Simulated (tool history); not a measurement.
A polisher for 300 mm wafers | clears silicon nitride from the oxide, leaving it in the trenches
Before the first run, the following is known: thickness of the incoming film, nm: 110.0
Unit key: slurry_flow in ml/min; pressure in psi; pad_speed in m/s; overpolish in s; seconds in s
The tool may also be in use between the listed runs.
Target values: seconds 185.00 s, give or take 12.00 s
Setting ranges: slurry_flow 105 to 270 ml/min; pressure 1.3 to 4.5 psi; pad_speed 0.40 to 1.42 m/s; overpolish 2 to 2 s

| run | hour | slurry_flow | pressure | pad_speed | overpolish | seconds |
|---|---|---|---|---|---|---|
| 1 | 0.0 | 175 | 2.9 | 0.90 | 2 | 144.13 |
| 2 | 0.8 | 175 | 2.9 | 0.82 | 2 | 155.51 |
| 3 | 4.5 | 175 | 3.5 | 0.82 | 2 | 130.68 |
| 4 | 11.4 | 175 | 3.4 | 0.82 | 2 | 133.25 |
| 5 | 15.4 | 175 | 3.8 | 0.82 | 2 | 119.56 |
| 6 | 21.1 | 135 | 3.8 | 0.82 | 2 | 128.01 |
| 7 | 29.1 | 135 | 3.7 | 0.82 | 2 | 132.40 |
| 8 | 30.9 | 135 | 3.6 | 0.82 | 2 | 138.64 |
| 9 | 32.9 | 135 | 3.5 | 0.82 | 2 | 136.54 |
| 10 | 39.6 | 135 | 3.4 | 0.82 | 2 | 144.98 |

Which single option among these 4 for the next run brings every result within its allowed miss of target? Just one does.
| A | 46.3 | 230 | 3.3 | 0.82 | 2 | ? |
| B | 46.3 | 155 | 3.2 | 0.64 | 2 | ? |
| C | 46.3 | 150 | 3.5 | 0.92 | 2 | ? |
| D | 46.3 | 155 | 3.8 | 0.98 | 2 | ? |

| move | seconds |
|---|---|
| A | 133.58 |
| B | 184.92 |
| C | 120.10 |
| D | 103.63 |
A: further off than the last run
B: each result inside its tolerance
C: further off than the last run
D: further off than the last run
B is the move that brings every result within its allowed miss.
